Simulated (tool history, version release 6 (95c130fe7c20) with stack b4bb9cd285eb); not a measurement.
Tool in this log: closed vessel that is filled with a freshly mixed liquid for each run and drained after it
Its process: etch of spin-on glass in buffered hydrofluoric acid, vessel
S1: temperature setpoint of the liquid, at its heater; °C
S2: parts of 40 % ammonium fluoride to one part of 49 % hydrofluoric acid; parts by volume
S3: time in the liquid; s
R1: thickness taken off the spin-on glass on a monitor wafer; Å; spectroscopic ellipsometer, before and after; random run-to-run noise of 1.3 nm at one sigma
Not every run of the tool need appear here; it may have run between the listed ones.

run  hour    S1    S2  S3      R1
  1   0.0  24.0  10.0  95  2596.1
  2   6.7  26.0  10.0  95  2870.6
  3  11.6  26.0   7.5  95  3726.3
  4  14.4  26.0   5.0  95  5441.8
  5  19.4  26.0   5.0  95  5389.9
  6  25.9  23.5   6.5  95  3801.6
  7  31.1  21.5   7.5  95  2925.8

Run 8 comes next. What will it give?
  8  32.7  20.0  8.0  95   ?

Run 8 came out at R1 2539.6 Å.

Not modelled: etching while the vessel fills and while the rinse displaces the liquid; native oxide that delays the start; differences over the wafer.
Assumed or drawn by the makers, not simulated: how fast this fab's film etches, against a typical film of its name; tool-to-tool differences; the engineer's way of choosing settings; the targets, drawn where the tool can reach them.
